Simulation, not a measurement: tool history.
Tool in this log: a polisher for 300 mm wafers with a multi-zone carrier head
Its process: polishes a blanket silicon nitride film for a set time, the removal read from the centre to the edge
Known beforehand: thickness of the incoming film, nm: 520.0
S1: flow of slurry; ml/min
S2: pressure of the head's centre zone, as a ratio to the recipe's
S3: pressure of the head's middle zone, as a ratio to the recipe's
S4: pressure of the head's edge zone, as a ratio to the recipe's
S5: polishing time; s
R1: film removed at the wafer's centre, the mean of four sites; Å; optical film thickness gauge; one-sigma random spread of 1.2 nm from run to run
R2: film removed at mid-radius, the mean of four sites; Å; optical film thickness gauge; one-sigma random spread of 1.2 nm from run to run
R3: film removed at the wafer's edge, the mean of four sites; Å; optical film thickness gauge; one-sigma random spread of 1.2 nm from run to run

run,hour,S1,S2,S3,S4,S5,R1,R2,R3
1,0.0,230,1.00,1.00,1.00,86,1287.2,1460.8,1410.3
2,2.1,225,0.96,1.00,0.96,82,1212.0,1355.0,1340.8
3,3.1,225,0.96,0.96,0.96,82,1208.8,1349.5,1357.0
4,9.1,225,0.93,1.02,0.96,79,1099.0,1365.3,1310.9
5,13.1,220,0.93,1.04,0.94,76,1075.5,1343.3,1216.4
6,19.3,220,0.93,1.04,0.97,76,1081.4,1332.7,1223.1
7,24.1,210,0.91,1.04,0.97,75,1037.2,1282.1,1227.4

For run 8, what comes out?
# hour 26.4: centre zone pressure recalibrated
8,26.4,205,0.90,1.05,0.96,74,?,?,?

{"run 8": {"R1": 1128.0, "R2": 1277.8, "R3": 1187.9}}
